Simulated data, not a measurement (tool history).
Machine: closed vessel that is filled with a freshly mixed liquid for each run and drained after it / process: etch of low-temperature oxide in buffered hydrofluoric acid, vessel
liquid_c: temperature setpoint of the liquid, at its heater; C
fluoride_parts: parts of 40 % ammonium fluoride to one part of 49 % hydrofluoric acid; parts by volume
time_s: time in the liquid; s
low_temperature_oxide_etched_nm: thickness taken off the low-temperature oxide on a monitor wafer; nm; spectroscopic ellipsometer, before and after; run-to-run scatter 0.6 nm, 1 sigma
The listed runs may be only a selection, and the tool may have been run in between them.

run	hour	liquid_c	fluoride_parts	time_s	low_temperature_oxide_etched_nm
1	0	22	15.5	100	204.07
2	9.3	22	12.5	100	251.91
3	18.2	22	12.5	100	252.72
4	26.2	22	12.5	100	250.29
5	33.8	21	13.5	100	221.9
6	35	21	13.5	100	221.9

For run 7, what comes out?
7	39	17	18	100	?

Run 7 came out at low_temperature_oxide_etched_nm 133.36 nm.
